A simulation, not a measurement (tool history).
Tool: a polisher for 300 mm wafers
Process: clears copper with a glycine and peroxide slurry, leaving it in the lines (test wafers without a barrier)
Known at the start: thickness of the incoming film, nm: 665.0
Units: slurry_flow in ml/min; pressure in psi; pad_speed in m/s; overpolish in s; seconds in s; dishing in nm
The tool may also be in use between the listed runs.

{"run": 1, "day": 0.0, "slurry_flow": 215, "pressure": 1.7, "pad_speed": 1.14, "overpolish": 9, "seconds": 192.65, "dishing": 21.25}
{"run": 2, "day": 0.367, "slurry_flow": 215, "pressure": 1.7, "pad_speed": 1.26, "overpolish": 9, "seconds": 180.29, "dishing": 23.552}
{"run": 3, "day": 0.633, "slurry_flow": 210, "pressure": 1.5, "pad_speed": 1.26, "overpolish": 10, "seconds": 197.38, "dishing": 23.535}
{"run": 4, "day": 0.812, "slurry_flow": 165, "pressure": 1.5, "pad_speed": 1.26, "overpolish": 10, "seconds": 204.94, "dishing": 22.429}
{"run": 5, "day": 1.121, "slurry_flow": 160, "pressure": 1.4, "pad_speed": 1.26, "overpolish": 11, "seconds": 216.03, "dishing": 23.63}
{"run": 6, "day": 1.429, "slurry_flow": 155, "pressure": 1.3, "pad_speed": 1.26, "overpolish": 11, "seconds": 229.17, "dishing": 22.371}

Run 7 comes next. What will it give?
{"run": 7, "day": 1.596, "slurry_flow": 150, "pressure": 1.3, "pad_speed": 1.26, "overpolish": 11, "seconds": "?", "dishing": "?"}

Run 7 gave seconds 233.16 s, dishing 21.714 nm.
